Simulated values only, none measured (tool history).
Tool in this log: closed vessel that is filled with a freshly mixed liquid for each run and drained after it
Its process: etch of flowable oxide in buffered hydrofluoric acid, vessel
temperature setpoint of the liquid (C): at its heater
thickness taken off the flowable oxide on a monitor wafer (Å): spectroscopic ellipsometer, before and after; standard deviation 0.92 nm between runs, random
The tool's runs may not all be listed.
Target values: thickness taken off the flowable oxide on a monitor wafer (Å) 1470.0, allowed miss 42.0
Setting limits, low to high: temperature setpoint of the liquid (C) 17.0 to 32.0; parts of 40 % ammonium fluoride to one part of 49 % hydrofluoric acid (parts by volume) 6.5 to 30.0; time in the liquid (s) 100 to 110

run  hour  temperature setpoint of the liquid (C)  parts of 40 % ammonium fluoride to one part of 49 % hydrofluoric acid (parts by volume)  time in the liquid (s)  thickness taken off the flowable oxide on a monitor wafer (Å)
  1   0.0                                    24.0                                                                                     19.5                     100                                                         1085.9
  2   7.2                                    25.0                                                                                     19.5                     100                                                         1152.1
  3  11.6                                    25.5                                                                                     19.5                     100                                                         1190.5
  4  19.4                                    25.5                                                                                     19.5                     110                                                         1316.5
  5  21.7                                    25.5                                                                                     14.0                     110                                                         1782.3
     29.3  -- hydrofluoric acid flow meter replaced
  6  29.3                                    25.5                                                                                      9.0                     110                                                         2478.1
  7  32.6                                    24.0                                                                                      9.5                     110                                                         2206.2
  8  35.9                                    20.0                                                                                     10.0                     110                                                         1722.2
  9  43.7                                    19.5                                                                                     10.0                     110                                                         1678.5

Below are 4 possible settings for the next run. Only one of them brings all results inside the allowed miss of their targets. Which is it?
  A  51.5                                    19.5                                                                                      8.5                     105                                                              ?
  B  51.5                                    20.5                                                                                     12.0                     110                                                              ?
  C  51.5                                    18.0                                                                                     10.0                     110                                                              ?
  D  51.5                                    21.0                                                                                     13.5                     110                                                              ?

move  thickness taken off the flowable oxide on a monitor wafer (Å)
   A                                                         1840.9
   B                                                         1501.5
   C                                                         1558.3
   D                                                         1375.7
A: its largest miss is bigger than the last run's
B: hits every target within its allowed miss
C: closer than the last run, but not yet in spec
D: moves the result that the last run missed by most past its target, out the other side
Go with B: it meets all targets.
